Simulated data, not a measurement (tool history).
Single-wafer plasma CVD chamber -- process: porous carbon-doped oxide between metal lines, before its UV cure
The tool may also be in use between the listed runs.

| run | hour | heater temperature setpoint (deg C) | RF power (kW) | deposition time (s) | mean film thickness on the monitor wafer (Å) |
|---|---|---|---|---|---|
| 1 | 0 | 315 | 0.415 | 12.5 | 496.95 |
| 2 | 4.6 | 308 | 0.415 | 12.5 | 511.02 |
| 3 | 9.5 | 308 | 0.47 | 12.5 | 575.16 |
| 4 | 11.4 | 315 | 0.425 | 12.4 | 500.62 |
| 5 | 17.7 | 321 | 0.4 | 12.3 | 455.43 |
| 6 | 26.5 | 321 | 0.4 | 12.5 | 467.24 |

Run 7, settings as shown, results not yet in. Your forecast:
| 7 | 35.4 | 333 | 0.335 | 12.3 | ? |

{"run 7": {"mean film thickness on the monitor wafer (Å)": 361.9}}

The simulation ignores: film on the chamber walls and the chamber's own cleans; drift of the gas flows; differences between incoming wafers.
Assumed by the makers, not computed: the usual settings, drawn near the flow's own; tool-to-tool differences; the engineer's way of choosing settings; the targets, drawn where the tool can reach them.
